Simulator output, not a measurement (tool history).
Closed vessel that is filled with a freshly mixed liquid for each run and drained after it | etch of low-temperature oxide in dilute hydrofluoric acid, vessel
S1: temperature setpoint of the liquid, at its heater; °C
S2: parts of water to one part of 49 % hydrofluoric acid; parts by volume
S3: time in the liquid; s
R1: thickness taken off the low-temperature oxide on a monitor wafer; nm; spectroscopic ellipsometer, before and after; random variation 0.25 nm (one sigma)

run	day	S1	S2	S3	R1
1	0	24	270	305	14.999
2	0.108	26.5	235	305	19.879
3	0.183	28	215	305	23.3
4	0.296	28	145	305	37.35
5	0.546	29.5	145	305	39.394
# day 0.642: hydrofluoric acid flow meter replaced
6	0.642	29.5	70	305	81.896
7	0.742	26.5	95	305	52.822

Forecast run 8:
8	1.054	23.5	100	305	?

{"run 8": {"R1": 43.939}}
